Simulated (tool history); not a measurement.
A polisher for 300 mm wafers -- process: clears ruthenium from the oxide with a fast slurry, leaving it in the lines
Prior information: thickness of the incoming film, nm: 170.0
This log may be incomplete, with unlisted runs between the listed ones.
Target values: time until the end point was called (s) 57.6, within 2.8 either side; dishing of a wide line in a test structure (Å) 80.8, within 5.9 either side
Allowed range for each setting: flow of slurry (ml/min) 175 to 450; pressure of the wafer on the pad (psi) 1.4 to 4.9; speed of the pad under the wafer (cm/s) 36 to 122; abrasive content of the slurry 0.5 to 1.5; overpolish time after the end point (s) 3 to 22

run,hour,flow of slurry (ml/min),pressure of the wafer on the pad (psi),speed of the pad under the wafer (cm/s),abrasive content of the slurry,overpolish time after the end point (s),time until the end point was called (s),dishing of a wide line in a test structure (Å)
1,0,290,3.1,78,1,11,45.589,337.66
2,4.6,290,2.8,78,1,9,49.639,269.94
3,11.9,290,2.8,78,1.15,9,46.735,281.58
4,14.2,290,2.6,72,1.25,7,51.767,210.13
5,21.1,290,2.6,72,1.45,7,48.184,217.41
6,27.8,315,2.4,68,1.45,6,54.007,173.32
7,31.7,355,2.2,68,1.45,5,56.7,130.97
8,33.1,380,2.1,70,1.45,4,58.158,105.28
9,33.9,380,2.1,70,1.45,4,58.127,107.14
10,34.7,400,2.1,70,1.45,4,57.55,108.22
11,39.6,415,1.9,74,1.45,4,59.542,104.12
12,46.6,425,2,70,1.45,4,59.852,101.65
13,50.3,430,1.9,74,1.45,4,58.047,105.19
14,55.4,435,1.9,72,1.45,4,60.13,102.64
15,61.8,440,1.8,74,1.45,4,62.906,99.28
16,68.3,445,2,68,1.45,4,61.453,102.08
17,70.7,445,1.8,74,1.45,4,63.211,101.36
18,75.8,445,2,66,1.45,4,63.148,95.602
19,78.6,450,2.9,44,1.5,3,61.867,76.068

4 next moves are on the table. One of them brings every result within its allowed miss. Which?
A,81.4,425,2.3,60,1.25,4,?,?
B,81.4,430,2.8,50,1.5,3,?,?
C,81.4,450,2.3,56,1.5,4,?,?
D,81.4,425,2.8,44,1.45,3,?,?

move,time until the end point was called (s),dishing of a wide line in a test structure (Å)
A,64.191,98.952
B,58.246,82.259
C,62.837,101.01
D,65.173,73.731
A: lands further from the targets than the last run did
B: each result inside its tolerance
C: lands further from the targets than the last run did
D: lands further from the targets than the last run did
B meets every target.
